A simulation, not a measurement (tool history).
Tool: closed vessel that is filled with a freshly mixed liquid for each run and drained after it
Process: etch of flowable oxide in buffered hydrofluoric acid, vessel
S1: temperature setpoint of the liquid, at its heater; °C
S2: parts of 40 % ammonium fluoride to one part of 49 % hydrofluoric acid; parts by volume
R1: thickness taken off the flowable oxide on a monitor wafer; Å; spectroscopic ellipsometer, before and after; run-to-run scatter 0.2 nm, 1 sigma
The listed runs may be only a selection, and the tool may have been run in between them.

run 1 hour=0.0 | S1=21.0 S2=14.0 time_in_the_liquid_(s)=100 | R1=1053.10
run 2 hour=6.8 | S1=21.0 S2=17.0 time_in_the_liquid_(s)=100 | R1=875.41
run 3 hour=13.4 | S1=20.0 S2=17.5 time_in_the_liquid_(s)=100 | R1=798.65
run 4 hour=21.5 | S1=20.0 S2=17.5 time_in_the_liquid_(s)=105 | R1=840.86
run 5 hour=23.6 | S1=19.5 S2=18.0 time_in_the_liquid_(s)=105 | R1=800.53
run 6 hour=28.5 | S1=19.0 S2=18.5 time_in_the_liquid_(s)=105 | R1=757.40
run 7 hour=31.4 | S1=18.5 S2=19.0 time_in_the_liquid_(s)=105 | R1=711.32
run 8 hour=35.3 | S1=18.0 S2=19.5 time_in_the_liquid_(s)=105 | R1=675.66
run 9 hour=42.7 | S1=18.0 S2=20.0 time_in_the_liquid_(s)=105 | R1=662.05
run 10 hour=44.9 | S1=17.5 S2=20.5 time_in_the_liquid_(s)=105 | R1=630.41

Run 11 is up next; what results do you expect?
run 11 hour=51.8 | S1=17.0 S2=21.0 time_in_the_liquid_(s)=105 | R1=?

R1: 604.71 Å

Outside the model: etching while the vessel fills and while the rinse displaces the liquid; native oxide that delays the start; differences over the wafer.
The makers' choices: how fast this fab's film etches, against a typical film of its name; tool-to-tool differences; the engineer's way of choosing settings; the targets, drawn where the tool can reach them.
